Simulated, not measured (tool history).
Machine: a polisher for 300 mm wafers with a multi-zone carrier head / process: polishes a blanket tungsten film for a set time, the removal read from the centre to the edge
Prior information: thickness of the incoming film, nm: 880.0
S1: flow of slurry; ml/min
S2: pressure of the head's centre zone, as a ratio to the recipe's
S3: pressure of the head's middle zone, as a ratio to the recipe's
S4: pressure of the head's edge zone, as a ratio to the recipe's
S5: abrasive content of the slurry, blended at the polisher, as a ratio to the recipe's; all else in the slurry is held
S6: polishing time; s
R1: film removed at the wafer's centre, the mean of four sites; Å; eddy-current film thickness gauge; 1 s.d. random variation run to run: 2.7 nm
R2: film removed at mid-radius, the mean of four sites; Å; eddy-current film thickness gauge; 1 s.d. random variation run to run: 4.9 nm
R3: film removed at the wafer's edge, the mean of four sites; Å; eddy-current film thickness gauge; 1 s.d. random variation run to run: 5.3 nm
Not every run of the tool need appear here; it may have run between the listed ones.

run	hour	S1	S2	S3	S4	S5	S6	R1	R2	R3
1	0.0	305	1.00	1.00	1.00	1.00	56	3140.6	3225.9	3138.7
2	0.6	305	1.00	1.00	1.00	1.15	56	3263.5	3378.0	3275.1
3	9.0	305	1.00	1.03	1.00	1.15	56	3262.5	3450.6	3260.5
4	14.3	310	1.01	1.04	1.02	1.20	56	3326.0	3436.6	3359.6
5	17.4	310	1.01	1.04	1.02	1.20	49	2893.2	3040.2	2898.0
6	22.1	310	1.01	1.04	1.05	1.20	49	2900.3	3086.7	2981.0

Predict the results of run 7:
7	29.6	310	1.02	1.06	1.05	1.25	50	?	?	?

For run 7 the tool returned R1 3012.3 Å, R2 3133.0 Å, R3 3039.9 Å.

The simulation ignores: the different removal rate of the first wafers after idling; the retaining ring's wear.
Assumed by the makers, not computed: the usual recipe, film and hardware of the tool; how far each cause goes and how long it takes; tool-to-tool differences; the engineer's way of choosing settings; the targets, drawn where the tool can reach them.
